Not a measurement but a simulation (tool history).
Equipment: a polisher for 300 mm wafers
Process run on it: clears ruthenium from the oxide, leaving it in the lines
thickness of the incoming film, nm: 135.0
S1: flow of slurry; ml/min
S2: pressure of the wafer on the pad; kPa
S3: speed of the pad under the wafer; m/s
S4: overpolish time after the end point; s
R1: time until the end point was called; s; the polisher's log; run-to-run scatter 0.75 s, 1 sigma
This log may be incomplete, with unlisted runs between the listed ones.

run 1 hour=0 | S1=320 S2=12.4 S3=0.9 S4=8 | R1=117.2
run 2 hour=8.8 | S1=320 S2=13.1 S3=0.9 S4=8 | R1=111.09
run 3 hour=15.1 | S1=320 S2=13.1 S3=0.8 S4=8 | R1=118.07
run 4 hour=23.5 | S1=320 S2=13.1 S3=0.8 S4=8 | R1=118.43
run 5 hour=31.8 | S1=390 S2=13.1 S3=0.8 S4=8 | R1=116.67
run 6 hour=36.1 | S1=390 S2=13.1 S3=0.64 S4=8 | R1=131.87
run 7 hour=44.4 | S1=395 S2=14.5 S3=0.64 S4=8 | R1=120.91

Estimate the outcome of run 8 from the log above:
run 8 hour=52.3 | S1=400 S2=15.9 S3=0.64 S4=8 | R1=?

R1: 110.75 s
